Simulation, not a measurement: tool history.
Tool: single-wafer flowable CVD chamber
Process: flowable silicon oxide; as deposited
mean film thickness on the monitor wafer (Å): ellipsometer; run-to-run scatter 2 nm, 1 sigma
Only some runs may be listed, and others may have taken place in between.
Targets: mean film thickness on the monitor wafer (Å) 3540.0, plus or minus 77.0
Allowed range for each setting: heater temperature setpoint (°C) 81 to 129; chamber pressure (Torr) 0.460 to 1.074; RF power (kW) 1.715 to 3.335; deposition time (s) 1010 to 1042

run  hour  heater temperature setpoint (°C)  chamber pressure (Torr)  RF power (kW)  deposition time (s)  mean film thickness on the monitor wafer (Å)
  1   0.0                               105                    0.767          2.525                 1010                                        5582.0
  2   1.9                               108                    0.766          2.525                 1010                                        5089.2
  3   8.3                               108                    0.711          2.525                 1010                                        4794.2
  4  11.9                               110                    0.710          2.525                 1010                                        4512.7
  5  19.5                               110                    0.823          2.525                 1010                                        5180.1
  6  24.2                               110                    0.823          2.525                 1042                                        5361.9
  7  27.2                               122                    0.820          2.525                 1042                                        3884.4
  8  30.2                               123                    0.820          2.525                 1042                                        3764.5
  9  35.5                               124                    0.820          2.525                 1042                                        3685.7

Next run, 5 choices. One meets every target within its allowed miss, the rest don't. Which?
  A  40.8                               121                    0.820          2.760                 1042                                             ?
  B  40.8                               124                    0.892          2.450                 1036                                             ?
  C  40.8                               127                    0.863          2.750                 1010                                             ?
  D  40.8                               118                    0.787          2.235                 1010                                             ?
  E  40.8                               123                    0.822          2.710                 1041                                             ?

move  mean film thickness on the monitor wafer (Å)
   A                                        4032.0
   B                                        3966.5
   C                                        3549.0
   D                                        3924.9
   E                                        3830.2
A: moves away from the targets compared with the last run
B: moves away from the targets compared with the last run
C: all results land within tolerance of their targets
D: moves away from the targets compared with the last run
E: moves away from the targets compared with the last run
Answer: C

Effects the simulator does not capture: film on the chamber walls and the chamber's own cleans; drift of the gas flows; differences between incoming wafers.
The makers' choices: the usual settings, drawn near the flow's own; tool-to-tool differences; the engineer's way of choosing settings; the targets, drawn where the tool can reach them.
